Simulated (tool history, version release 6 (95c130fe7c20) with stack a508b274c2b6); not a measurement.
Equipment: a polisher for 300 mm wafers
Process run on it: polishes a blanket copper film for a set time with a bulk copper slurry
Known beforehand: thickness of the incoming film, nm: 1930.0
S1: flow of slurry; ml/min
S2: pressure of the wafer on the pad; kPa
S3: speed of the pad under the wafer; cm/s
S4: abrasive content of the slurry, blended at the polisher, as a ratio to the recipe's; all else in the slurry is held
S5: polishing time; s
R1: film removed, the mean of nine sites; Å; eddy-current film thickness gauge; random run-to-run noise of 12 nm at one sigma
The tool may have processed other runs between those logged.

Run 1, hour 0.0: S1 310 ml/min, S2 18.6 kPa, S3 132 cm/s, S4 1.0, S5 83 s. Result: R1 11609 Å.
Run 2, hour 2.0: S1 310 ml/min, S2 18.6 kPa, S3 132 cm/s, S4 1.0, S5 83 s. Result: R1 11463 Å.
Run 3, hour 3.7: S1 260 ml/min, S2 18.6 kPa, S3 132 cm/s, S4 1.0, S5 83 s. Result: R1 11274 Å.
Run 4, hour 6.9: S1 275 ml/min, S2 20.0 kPa, S3 132 cm/s, S4 1.0, S5 83 s. Result: R1 12099 Å.
Run 5, hour 15.1: S1 275 ml/min, S2 20.0 kPa, S3 112 cm/s, S4 1.0, S5 83 s. Result: R1 10373 Å.
Run 6, hour 17.7: S1 290 ml/min, S2 22.1 kPa, S3 112 cm/s, S4 1.0, S5 83 s. Result: R1 11238 Å.
Run 7, hour 24.5: S1 290 ml/min, S2 24.1 kPa, S3 112 cm/s, S4 1.0, S5 83 s. Result: R1 12396 Å.

What does the tool deliver on the next run?
Run 8, hour 25.5: S1 290 ml/min, S2 25.5 kPa, S3 112 cm/s, S4 1.0, S5 83 s. Result: R1 ?.

R1: 12904 Å
